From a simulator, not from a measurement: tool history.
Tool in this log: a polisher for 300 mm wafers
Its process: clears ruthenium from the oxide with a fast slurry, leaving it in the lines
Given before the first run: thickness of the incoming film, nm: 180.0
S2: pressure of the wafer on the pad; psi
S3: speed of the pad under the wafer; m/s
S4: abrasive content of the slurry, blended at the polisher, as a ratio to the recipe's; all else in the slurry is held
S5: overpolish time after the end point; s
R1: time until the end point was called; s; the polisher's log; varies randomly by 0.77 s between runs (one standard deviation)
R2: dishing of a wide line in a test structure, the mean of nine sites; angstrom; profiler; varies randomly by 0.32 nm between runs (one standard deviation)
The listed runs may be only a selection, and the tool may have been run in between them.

Run 1, hour 0: flow of slurry (ml/min) 195, S2 2.3 psi, S3 0.84 m/s, S4 1, S5 12 s. Result: R1 51.235 s, R2 341.75 angstrom.
Run 2, hour 0.6: flow of slurry (ml/min) 195, S2 2.3 psi, S3 0.84 m/s, S4 1, S5 7 s. Result: R1 51.472 s, R2 208.24 angstrom.
Run 3, hour 8.7: flow of slurry (ml/min) 195, S2 2.3 psi, S3 0.84 m/s, S4 1.2, S5 7 s. Result: R1 47.263 s, R2 212.88 angstrom.
Run 4, hour 16.3: flow of slurry (ml/min) 195, S2 2.3 psi, S3 0.84 m/s, S4 1.1, S5 7 s. Result: R1 49.193 s, R2 210.56 angstrom.
Run 5, hour 17.3: flow of slurry (ml/min) 195, S2 2.3 psi, S3 0.7 m/s, S4 1.1, S5 7 s. Result: R1 58.318 s, R2 179.58 angstrom.
Run 6, hour 23.6: flow of slurry (ml/min) 195, S2 2.3 psi, S3 0.8 m/s, S4 1.1, S5 7 s. Result: R1 53.567 s, R2 203.11 angstrom.
Run 7, hour 24.2: flow of slurry (ml/min) 190, S2 2.3 psi, S3 0.8 m/s, S4 1.05, S5 8 s. Result: R1 52.813 s, R2 230.23 angstrom.

Run 8, settings as shown, results not yet in. Your forecast:
Run 8, hour 30.5: flow of slurry (ml/min) 190, S2 2.3 psi, S3 0.8 m/s, S4 1.05, S5 8 s. Result: R1 ?, R2 ?.

R1: 54.195 s
R2: 229.28 angstrom
